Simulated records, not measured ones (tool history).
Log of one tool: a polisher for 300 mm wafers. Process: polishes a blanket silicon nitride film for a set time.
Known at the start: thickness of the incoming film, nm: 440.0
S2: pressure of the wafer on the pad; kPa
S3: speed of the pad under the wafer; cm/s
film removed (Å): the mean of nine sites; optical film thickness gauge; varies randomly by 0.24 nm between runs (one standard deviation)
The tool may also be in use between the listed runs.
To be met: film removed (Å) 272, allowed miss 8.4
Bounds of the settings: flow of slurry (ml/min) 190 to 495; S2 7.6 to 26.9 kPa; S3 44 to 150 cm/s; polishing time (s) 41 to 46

run 1 hour=0 | flow_of_slurry_(ml/min)=320 S2=17.2 S3=96 polishing_time_(s)=46 | film_removed_(Å)=531.91
run 2 hour=1.7 | flow_of_slurry_(ml/min)=320 S2=14.5 S3=92 polishing_time_(s)=46 | film_removed_(Å)=427.72
run 3 hour=7.6 | flow_of_slurry_(ml/min)=320 S2=12.4 S3=92 polishing_time_(s)=46 | film_removed_(Å)=371.9
run 4 hour=14.3 | flow_of_slurry_(ml/min)=320 S2=11 S3=92 polishing_time_(s)=46 | film_removed_(Å)=327.71
run 5 hour=19.1 | flow_of_slurry_(ml/min)=320 S2=10.3 S3=92 polishing_time_(s)=46 | film_removed_(Å)=316.89
run 6 hour=22 | flow_of_slurry_(ml/min)=320 S2=10.3 S3=92 polishing_time_(s)=46 | film_removed_(Å)=317.68
run 7 hour=25.2 | flow_of_slurry_(ml/min)=320 S2=9.7 S3=92 polishing_time_(s)=46 | film_removed_(Å)=300.37
run 8 hour=31.8 | flow_of_slurry_(ml/min)=320 S2=7.6 S3=92 polishing_time_(s)=46 | film_removed_(Å)=235.01
run 9 hour=39.5 | flow_of_slurry_(ml/min)=320 S2=8.3 S3=92 polishing_time_(s)=46 | film_removed_(Å)=254.85
run 10 hour=41.9 | flow_of_slurry_(ml/min)=320 S2=9.7 S3=92 polishing_time_(s)=46 | film_removed_(Å)=295.33

Exactly one of the 5 candidate moves below puts every result within its allowed miss. Which one?
run A hour=44.3 | flow_of_slurry_(ml/min)=335 S2=10.3 S3=78 polishing_time_(s)=44 | film_removed_(Å)=?
run B hour=44.3 | flow_of_slurry_(ml/min)=260 S2=9.7 S3=98 polishing_time_(s)=46 | film_removed_(Å)=?
run C hour=44.3 | flow_of_slurry_(ml/min)=270 S2=11 S3=108 polishing_time_(s)=41 | film_removed_(Å)=?
run D hour=44.3 | flow_of_slurry_(ml/min)=320 S2=11 S3=82 polishing_time_(s)=46 | film_removed_(Å)=?
run E hour=44.3 | flow_of_slurry_(ml/min)=255 S2=10.3 S3=94 polishing_time_(s)=43 | film_removed_(Å)=?

move=A film_removed_(Å)=271.79
move=B film_removed_(Å)=305.16
move=C film_removed_(Å)=330.96
move=D film_removed_(Å)=311.44
move=E film_removed_(Å)=295.67
A: in spec on every target
B: moves away from the targets compared with the last run
C: moves away from the targets compared with the last run
D: moves away from the targets compared with the last run
E: no better and no worse than the last run
Correct choice: A, which meets every target
